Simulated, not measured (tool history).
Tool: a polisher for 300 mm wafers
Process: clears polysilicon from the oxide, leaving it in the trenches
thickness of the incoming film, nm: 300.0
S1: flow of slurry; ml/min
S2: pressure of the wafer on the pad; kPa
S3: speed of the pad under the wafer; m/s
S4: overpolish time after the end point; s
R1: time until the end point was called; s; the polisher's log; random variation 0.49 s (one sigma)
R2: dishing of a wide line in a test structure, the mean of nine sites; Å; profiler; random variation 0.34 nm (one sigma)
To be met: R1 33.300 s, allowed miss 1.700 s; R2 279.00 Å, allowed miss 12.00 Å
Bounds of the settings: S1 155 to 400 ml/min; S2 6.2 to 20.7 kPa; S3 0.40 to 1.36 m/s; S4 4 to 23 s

run 1 day=0.000 | S1=255 S2=13.1 S3=0.88 S4=12 | R1=34.986 R2=443.40
run 2 day=0.171 | S1=255 S2=13.1 S3=0.88 S4=14 | R1=34.151 R2=462.62
run 3 day=0.388 | S1=255 S2=13.1 S3=0.88 S4=18 | R1=34.640 R2=505.71
run 4 day=0.521 | S1=320 S2=13.1 S3=0.88 S4=18 | R1=34.345 R2=513.57
run 5 day=0.658 | S1=280 S2=13.1 S3=0.88 S4=15 | R1=35.054 R2=476.33
run 6 day=0.975 | S1=250 S2=13.1 S3=0.88 S4=12 | R1=34.876 R2=435.67
run 7 day=1.021 | S1=320 S2=11.7 S3=0.88 S4=6 | R1=38.176 R2=284.93
run 8 day=1.117 | S1=325 S2=12.4 S3=0.88 S4=6 | R1=35.169 R2=300.71
run 9 day=1.429 | S1=335 S2=12.4 S3=0.88 S4=6 | R1=36.618 R2=291.52
run 10 day=1.717 | S1=340 S2=12.4 S3=0.88 S4=6 | R1=35.580 R2=302.24
run 11 day=1.825 | S1=350 S2=12.4 S3=0.88 S4=6 | R1=37.321 R2=299.67
run 12 day=1.975 | S1=350 S2=12.4 S3=0.92 S4=6 | R1=35.139 R2=307.16
run 13 day=2.033 | S1=360 S2=12.4 S3=0.92 S4=6 | R1=34.955 R2=308.31
run 14 day=2.375 | S1=370 S2=12.4 S3=0.92 S4=6 | R1=34.566 R2=310.64
run 15 day=2.683 | S1=300 S2=13.1 S3=0.92 S4=4 | R1=32.689 R2=240.96
run 16 day=3.042 | S1=315 S2=13.1 S3=0.92 S4=4 | R1=33.293 R2=242.33
run 17 day=3.062 | S1=330 S2=13.1 S3=0.92 S4=4 | R1=32.884 R2=237.88
run 18 day=3.258 | S1=340 S2=13.1 S3=0.94 S4=4 | R1=31.790 R2=245.69
run 19 day=3.454 | S1=345 S2=13.1 S3=0.94 S4=4 | R1=31.646 R2=249.95
run 20 day=3.562 | S1=350 S2=13.1 S3=0.94 S4=4 | R1=32.006 R2=249.14
run 21 day=3.904 | S1=355 S2=13.1 S3=0.94 S4=4 | R1=32.103 R2=241.49
run 22 day=4.221 | S1=345 S2=12.4 S3=0.94 S4=9 | R1=34.191 R2=394.91
run 23 day=4.333 | S1=335 S2=13.1 S3=0.90 S4=9 | R1=32.883 R2=397.52
run 24 day=4.596 | S1=305 S2=13.1 S3=0.92 S4=9 | R1=33.171 R2=401.66
run 25 day=4.962 | S1=305 S2=13.8 S3=0.88 S4=9 | R1=32.689 R2=400.45
run 26 day=5.179 | S1=290 S2=13.1 S3=0.92 S4=9 | R1=32.833 R2=396.89
run 27 day=5.246 | S1=300 S2=13.8 S3=0.90 S4=8 | R1=31.573 R2=383.29
run 28 day=5.567 | S1=300 S2=13.1 S3=0.92 S4=8 | R1=34.024 R2=378.63

4 next moves are on the table. One of them brings every result within its allowed miss. Which?
run A day=5.888 | S1=335 S2=13.8 S3=0.86 S4=5 | R1=? R2=?
run B day=5.888 | S1=295 S2=12.4 S3=0.90 S4=12 | R1=? R2=?
run C day=5.888 | S1=250 S2=11.0 S3=1.02 S4=11 | R1=? R2=?
run D day=5.888 | S1=310 S2=20.7 S3=0.56 S4=6 | R1=? R2=?

move=A R1=32.640 R2=282.39
move=B R1=34.885 R2=444.60
move=C R1=35.017 R2=427.56
move=D R1=33.362 R2=314.36
A: meets every target
B: further off than the last run
C: further off than the last run
D: nearer than the last run, and not there yet
Answer: A

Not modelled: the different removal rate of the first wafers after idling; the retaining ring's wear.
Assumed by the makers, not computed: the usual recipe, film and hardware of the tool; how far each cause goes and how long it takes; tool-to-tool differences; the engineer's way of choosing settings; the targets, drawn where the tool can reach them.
